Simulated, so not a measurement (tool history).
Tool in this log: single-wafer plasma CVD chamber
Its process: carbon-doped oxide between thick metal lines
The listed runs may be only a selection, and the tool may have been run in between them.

| run | hour | heater temperature setpoint (K) | chamber pressure (Pa) | RF power (kW) | deposition time (s) | mean film thickness on the monitor wafer (angstrom) |
|---|---|---|---|---|---|---|
| 1 | 0 | 633.15 | 856 | 0.67 | 189 | 11324 |
| 2 | 6.8 | 633.15 | 748 | 0.67 | 189 | 11079 |
| 3 | 13.5 | 633.15 | 748 | 0.67 | 195 | 11471 |
| 4 | 14.3 | 633.15 | 748 | 0.71 | 195 | 11811 |
| 5 | 21 | 626.15 | 748 | 0.71 | 195 | 12068 |
| 6 | 23.1 | 628.15 | 715 | 0.66 | 194 | 11353 |
| 7 | 28.7 | 629.15 | 689 | 0.62 | 193 | 10706 |
| 8 | 34.9 | 629.15 | 665 | 0.595 | 192 | 10342 |

For run 9, what comes out?
| 9 | 40.1 | 629.15 | 644 | 0.575 | 192 | ? |

{"run 9": {"mean film thickness on the monitor wafer (angstrom)": 10014}}
